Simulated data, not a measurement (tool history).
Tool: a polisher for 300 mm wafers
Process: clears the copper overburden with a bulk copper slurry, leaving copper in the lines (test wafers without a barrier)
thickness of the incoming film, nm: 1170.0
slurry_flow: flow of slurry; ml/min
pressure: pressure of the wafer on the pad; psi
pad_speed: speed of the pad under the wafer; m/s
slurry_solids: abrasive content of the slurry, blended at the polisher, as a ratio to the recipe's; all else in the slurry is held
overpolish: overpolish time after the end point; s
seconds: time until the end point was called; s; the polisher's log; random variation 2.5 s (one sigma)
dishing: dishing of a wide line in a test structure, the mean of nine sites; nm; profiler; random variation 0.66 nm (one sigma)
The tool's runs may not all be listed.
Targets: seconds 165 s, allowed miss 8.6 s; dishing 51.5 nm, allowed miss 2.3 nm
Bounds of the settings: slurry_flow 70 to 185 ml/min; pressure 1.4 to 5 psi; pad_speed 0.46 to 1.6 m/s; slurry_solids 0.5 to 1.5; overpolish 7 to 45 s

| run | hour | slurry_flow | pressure | pad_speed | slurry_solids | overpolish | seconds | dishing |
|---|---|---|---|---|---|---|---|---|
| 1 | 0 | 120 | 3.2 | 1.02 | 1 | 23 | 105.89 | 96.158 |
| 2 | 0.9 | 120 | 2.7 | 1.04 | 1 | 18 | 124.65 | 74.691 |
| 3 | 4.6 | 120 | 2.4 | 1.06 | 1 | 16 | 135.19 | 67.744 |
| 4 | 10.6 | 120 | 2.2 | 1.06 | 1 | 14 | 148.85 | 55.485 |
| 5 | 14.6 | 120 | 2.5 | 1.06 | 1 | 14 | 130.86 | 62.122 |
| 6 | 20.8 | 140 | 2.5 | 1.06 | 1 | 14 | 128.02 | 63.552 |
| 7 | 29.5 | 135 | 1.6 | 1.06 | 1 | 12 | 197.69 | 39.756 |
| 8 | 31.7 | 135 | 1.8 | 1.06 | 1 | 13 | 178.06 | 46.58 |
| 9 | 39.2 | 135 | 1.9 | 1.06 | 1 | 13 | 164.78 | 48.089 |

Which of these 5 next moves meets every target?
| A | 46.7 | 170 | 1.6 | 1.2 | 1.2 | 14 | ? | ? |
| B | 46.7 | 110 | 1.7 | 1.22 | 1.25 | 17 | ? | ? |
| C | 46.7 | 150 | 2.1 | 0.94 | 1 | 16 | ? | ? |
| D | 46.7 | 135 | 2.2 | 1.06 | 0.65 | 15 | ? | ? |
| E | 46.7 | 140 | 1.8 | 1.12 | 0.95 | 12 | ? | ? |

| move | seconds | dishing |
|---|---|---|
| A | 162.9 | 50.873 |
| B | 164.61 | 57.985 |
| C | 167.06 | 57.044 |
| D | 152.59 | 58.46 |
| E | 166.46 | 45.632 |
A: meets every target
B: takes the result that was furthest off past its target
C: takes the result that was furthest off past its target
D: takes the result that was furthest off past its target
E: further off than the last run
The right move is A.
